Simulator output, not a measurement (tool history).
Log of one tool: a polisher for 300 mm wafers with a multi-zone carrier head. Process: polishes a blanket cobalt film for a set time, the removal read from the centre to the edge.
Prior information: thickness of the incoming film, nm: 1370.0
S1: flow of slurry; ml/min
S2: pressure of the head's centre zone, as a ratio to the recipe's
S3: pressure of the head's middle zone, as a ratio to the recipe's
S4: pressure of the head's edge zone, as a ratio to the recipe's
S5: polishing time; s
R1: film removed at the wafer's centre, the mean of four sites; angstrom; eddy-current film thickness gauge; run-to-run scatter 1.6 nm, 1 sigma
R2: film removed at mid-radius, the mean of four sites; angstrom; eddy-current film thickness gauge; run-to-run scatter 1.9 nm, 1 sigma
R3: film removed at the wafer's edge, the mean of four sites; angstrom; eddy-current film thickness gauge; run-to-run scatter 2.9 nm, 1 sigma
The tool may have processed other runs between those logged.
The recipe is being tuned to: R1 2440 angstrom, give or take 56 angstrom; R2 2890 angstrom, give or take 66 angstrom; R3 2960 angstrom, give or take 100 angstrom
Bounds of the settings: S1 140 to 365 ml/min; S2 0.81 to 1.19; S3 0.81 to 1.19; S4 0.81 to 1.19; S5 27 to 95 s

run 1 hour=0 | S1=235 S2=1 S3=1 S4=1 S5=61 | R1=2860 R2=2815.5 R3=2893.1
run 2 hour=8.9 | S1=235 S2=1 S3=1 S4=1 S5=69 | R1=3201.5 R2=3197.1 R3=3359.1
run 3 hour=10.2 | S1=230 S2=0.98 S3=1 S4=0.99 S5=69 | R1=3133.7 R2=3175.9 R3=3292.1
run 4 hour=14.9 | S1=230 S2=0.98 S3=1 S4=0.99 S5=80 | R1=3635.1 R2=3650.1 R3=3802.7
run 5 hour=18.3 | S1=225 S2=0.96 S3=1 S4=0.98 S5=79 | R1=3503.2 R2=3556 R3=3689.5
run 6 hour=22.3 | S1=225 S2=0.96 S3=1 S4=1.03 S5=79 | R1=3519.3 R2=3547 R3=3769.3
run 7 hour=27.8 | S1=220 S2=0.94 S3=1 S4=1.03 S5=78 | R1=3387.3 R2=3519.3 R3=3788
run 8 hour=29.2 | S1=215 S2=0.93 S3=1 S4=1.02 S5=77 | R1=3303.4 R2=3425.1 R3=3680.5
run 9 hour=31.1 | S1=210 S2=0.92 S3=1 S4=1.01 S5=76 | R1=3191.1 R2=3423.4 R3=3661.1
run 10 hour=32.8 | S1=215 S2=0.91 S3=1 S4=1 S5=75 | R1=3115.9 R2=3379 R3=3541
run 11 hour=37.9 | S1=210 S2=0.9 S3=0.99 S4=0.99 S5=74 | R1=3072.9 R2=3295.5 R3=3492.1
run 12 hour=42.2 | S1=205 S2=0.89 S3=0.99 S4=0.98 S5=73 | R1=2977.7 R2=3238.5 R3=3399.3
run 13 hour=47.2 | S1=200 S2=0.88 S3=0.99 S4=0.98 S5=72 | R1=2895 R2=3186.5 R3=3302.8
run 14 hour=54.8 | S1=195 S2=0.87 S3=0.99 S4=0.98 S5=71 | R1=2802.9 R2=3113 R3=3263.5
run 15 hour=55.9 | S1=190 S2=0.86 S3=0.99 S4=0.98 S5=71 | R1=2733.9 R2=3112.6 R3=3286.5
run 16 hour=57.6 | S1=185 S2=0.85 S3=0.99 S4=0.97 S5=71 | R1=2706.8 R2=3079.8 R3=3237.1
run 17 hour=60.8 | S1=180 S2=0.85 S3=0.99 S4=0.96 S5=71 | R1=2704.9 R2=3091.6 R3=3224.1
run 18 hour=62.9 | S1=175 S2=0.85 S3=0.99 S4=0.95 S5=71 | R1=2679.5 R2=3082.7 R3=3191.3
run 19 hour=71.8 | S1=175 S2=0.85 S3=0.99 S4=0.95 S5=71 | R1=2691.2 R2=3094.3 R3=3204.2
run 20 hour=79.2 | S1=175 S2=0.85 S3=0.99 S4=0.94 S5=71 | R1=2661.5 R2=3073.6 R3=3220.5
run 21 hour=84.3 | S1=175 S2=0.85 S3=0.99 S4=0.93 S5=71 | R1=2684.3 R2=3039.4 R3=3131.7
run 22 hour=91.9 | S1=170 S2=0.85 S3=0.99 S4=0.93 S5=71 | R1=2652.7 R2=3097.1 R3=3170.3

Below are 4 possible settings for the next run. Only one of them brings all results inside the allowed miss of their targets. Which is it?
run A hour=99.5 | S1=140 S2=0.85 S3=1.03 S4=0.98 S5=68 | R1=? R2=? R3=?
run B hour=99.5 | S1=180 S2=0.81 S3=1.17 S4=0.87 S5=71 | R1=? R2=? R3=?
run C hour=99.5 | S1=160 S2=0.89 S3=1.12 S4=0.97 S5=61 | R1=? R2=? R3=?
run D hour=99.5 | S1=145 S2=0.84 S3=1.1 S4=0.87 S5=74 | R1=? R2=? R3=?

move=A R1=2442.5 R2=2906.7 R3=3054.7
move=B R1=2569.1 R2=3506.7 R3=3120.8
move=C R1=2369.2 R2=2852.1 R3=2778.3
move=D R1=2650.4 R2=3347.5 R3=3159.9
A: every result lands within tolerance
B: misses by more than the last run did
C: pushes the last run's worst result past its target
D: misses by more than the last run did
A meets every target.

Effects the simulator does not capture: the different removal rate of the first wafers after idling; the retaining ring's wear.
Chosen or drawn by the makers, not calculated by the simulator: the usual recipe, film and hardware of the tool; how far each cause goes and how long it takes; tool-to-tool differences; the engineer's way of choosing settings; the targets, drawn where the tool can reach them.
